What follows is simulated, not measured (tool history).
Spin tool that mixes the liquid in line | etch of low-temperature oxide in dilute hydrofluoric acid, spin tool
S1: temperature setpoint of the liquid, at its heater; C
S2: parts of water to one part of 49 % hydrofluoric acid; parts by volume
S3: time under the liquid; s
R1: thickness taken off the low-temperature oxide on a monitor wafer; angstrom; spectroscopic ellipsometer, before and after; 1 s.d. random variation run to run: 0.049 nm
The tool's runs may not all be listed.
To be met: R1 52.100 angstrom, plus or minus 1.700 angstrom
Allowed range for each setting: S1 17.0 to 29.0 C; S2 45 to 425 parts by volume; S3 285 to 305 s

run 1 hour=0.0 | S1=21.0 S2=235 S3=285 | R1=107.340
run 2 hour=5.4 | S1=21.0 S2=235 S3=305 | R1=116.360
run 3 hour=11.1 | S1=21.0 S2=235 S3=305 | R1=116.140
run 4 hour=18.5 | S1=20.5 S2=250 S3=305 | R1=105.200
run 5 hour=21.7 | S1=20.5 S2=250 S3=305 | R1=103.580
run 6 hour=22.2 | S1=23.0 S2=250 S3=305 | R1=114.510
run 7 hour=29.3 | S1=22.5 S2=260 S3=305 | R1=105.550
run 8 hour=37.6 | S1=18.5 S2=355 S3=305 | R1=61.789
run 9 hour=43.8 | S1=18.5 S2=360 S3=305 | R1=60.822
run 10 hour=51.8 | S1=18.5 S2=360 S3=305 | R1=60.622

Consider the 5 candidate settings below. Which is the only one whose results all fall within their allowed miss of target?
run A hour=59.8 | S1=19.0 S2=335 S3=305 | R1=?
run B hour=59.8 | S1=19.0 S2=325 S3=305 | R1=?
run C hour=59.8 | S1=19.0 S2=330 S3=305 | R1=?
run D hour=59.8 | S1=17.0 S2=325 S3=305 | R1=?
run E hour=59.8 | S1=17.0 S2=370 S3=285 | R1=?

move=A R1=67.625
move=B R1=70.302
move=C R1=68.942
move=D R1=65.294
move=E R1=51.685
A: its largest miss is bigger than the last run's
B: its largest miss is bigger than the last run's
C: its largest miss is bigger than the last run's
D: its largest miss is bigger than the last run's
E: all results in spec
Answer: E
